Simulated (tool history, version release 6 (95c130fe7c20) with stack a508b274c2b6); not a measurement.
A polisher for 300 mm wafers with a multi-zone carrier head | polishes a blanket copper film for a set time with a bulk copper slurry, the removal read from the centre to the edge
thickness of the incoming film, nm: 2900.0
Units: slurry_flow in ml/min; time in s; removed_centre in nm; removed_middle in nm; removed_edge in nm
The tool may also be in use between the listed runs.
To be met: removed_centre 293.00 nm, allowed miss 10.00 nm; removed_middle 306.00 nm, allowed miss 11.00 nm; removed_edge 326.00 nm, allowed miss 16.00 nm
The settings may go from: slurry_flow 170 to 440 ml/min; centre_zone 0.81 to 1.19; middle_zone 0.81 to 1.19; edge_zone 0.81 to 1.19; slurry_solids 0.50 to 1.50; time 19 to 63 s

| run | hour | slurry_flow | centre_zone | middle_zone | edge_zone | slurry_solids | time | removed_centre | removed_middle | removed_edge |
|---|---|---|---|---|---|---|---|---|---|---|
| 1 | 0.0 | 280 | 1.00 | 1.00 | 1.00 | 1.00 | 41 | 252.99 | 247.66 | 259.01 |
| 2 | 7.3 | 280 | 1.07 | 1.00 | 1.00 | 1.00 | 41 | 269.28 | 249.64 | 259.46 |
| 3 | 11.7 | 280 | 1.06 | 1.01 | 1.02 | 1.05 | 41 | 267.94 | 248.23 | 258.42 |
| 4 | 16.3 | 280 | 1.04 | 1.01 | 1.02 | 1.05 | 42 | 274.32 | 259.16 | 261.67 |
| 5 | 20.1 | 305 | 1.04 | 1.01 | 1.02 | 1.05 | 42 | 274.49 | 258.66 | 270.98 |
| 6 | 23.4 | 315 | 1.03 | 1.02 | 1.03 | 1.05 | 42 | 276.14 | 265.69 | 267.84 |
| 7 | 25.4 | 315 | 1.01 | 1.01 | 1.03 | 1.10 | 43 | 274.83 | 271.17 | 280.82 |
| 8 | 26.1 | 320 | 1.01 | 1.01 | 1.03 | 1.15 | 43 | 275.09 | 275.61 | 283.09 |
| 9 | 32.9 | 325 | 1.01 | 1.01 | 1.03 | 1.20 | 43 | 281.46 | 278.81 | 284.05 |
| 10 | 37.8 | 330 | 1.00 | 1.01 | 1.04 | 1.25 | 43 | 278.52 | 284.07 | 286.49 |
| 11 | 46.6 | 335 | 1.00 | 1.00 | 1.05 | 1.25 | 43 | 284.66 | 276.91 | 289.84 |
| 12 | 47.6 | 335 | 0.99 | 1.00 | 1.06 | 1.25 | 43 | 275.19 | 277.36 | 283.41 |
| 13 | 55.2 | 340 | 0.98 | 0.99 | 1.05 | 1.30 | 43 | 279.15 | 278.75 | 293.61 |
| 14 | 56.6 | 340 | 0.97 | 0.99 | 1.05 | 1.30 | 43 | 275.88 | 280.23 | 294.84 |
| 15 | 62.0 | 350 | 0.95 | 0.98 | 1.05 | 1.40 | 44 | 279.44 | 291.77 | 308.49 |

Which of these 5 next moves meets every target?
| A | 67.4 | 380 | 1.04 | 0.99 | 1.06 | 1.40 | 43 | ? | ? | ? |
| B | 67.4 | 315 | 0.95 | 0.95 | 1.15 | 1.50 | 41 | ? | ? | ? |
| C | 67.4 | 360 | 0.95 | 1.09 | 1.03 | 1.40 | 42 | ? | ? | ? |
| D | 67.4 | 325 | 0.95 | 0.98 | 1.06 | 1.50 | 46 | ? | ? | ? |
| E | 67.4 | 385 | 0.95 | 0.94 | 1.11 | 1.50 | 43 | ? | ? | ? |

| move | removed_centre | removed_middle | removed_edge |
|---|---|---|---|
| A | 305.58 | 287.57 | 303.97 |
| B | 265.18 | 266.33 | 302.53 |
| C | 271.70 | 298.24 | 291.40 |
| D | 298.58 | 305.87 | 326.36 |
| E | 283.66 | 282.47 | 315.98 |
A: takes the result that was furthest off past its target
B: further off than the last run
C: further off than the last run
D: meets every target
E: brings the result that was furthest off to its target, and leaves another outside
Move D is the one to make.

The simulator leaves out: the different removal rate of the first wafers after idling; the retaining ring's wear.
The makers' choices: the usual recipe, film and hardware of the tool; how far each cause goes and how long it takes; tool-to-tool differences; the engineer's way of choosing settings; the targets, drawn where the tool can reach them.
